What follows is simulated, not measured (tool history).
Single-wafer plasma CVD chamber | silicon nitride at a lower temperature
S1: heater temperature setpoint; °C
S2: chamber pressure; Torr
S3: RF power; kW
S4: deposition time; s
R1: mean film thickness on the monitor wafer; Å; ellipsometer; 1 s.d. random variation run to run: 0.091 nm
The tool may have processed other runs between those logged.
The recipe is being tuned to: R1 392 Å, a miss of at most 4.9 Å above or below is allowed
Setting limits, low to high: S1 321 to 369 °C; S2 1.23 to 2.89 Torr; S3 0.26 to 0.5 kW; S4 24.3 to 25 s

run,hour,S1,S2,S3,S4,R1
1,0,345,2.06,0.38,24.3,353.77
2,7,345,2.14,0.38,24.3,356.87
3,12.5,345,2.14,0.33,24.3,316.92
4,20.8,345,2.14,0.305,24.3,295.07
5,22.1,345,2.35,0.305,24.3,301.81
6,23.9,345,2.4,0.315,24.3,310.84
7,30.2,345,2.44,0.325,24.3,322.5
8,31.8,345,2.49,0.33,24.3,328.16

5 candidate next runs follow, results not yet known. Just one meets every target within its allowed miss. Identify it.
A,33.4,342,2.56,0.405,25,?
B,33.4,347,2.49,0.395,25,?
C,33.4,350,2.37,0.42,25,?
D,33.4,346,2.41,0.36,24.7,?
E,33.4,342,2.29,0.425,25,?

move,R1
A,400.23
B,389.98
C,403.36
D,355.5
E,405.18
A: takes the result that was furthest off past its target
B: all results in spec
C: takes the result that was furthest off past its target
D: closer than the last run, but not yet in spec
E: takes the result that was furthest off past its target
Move B is the one to make.
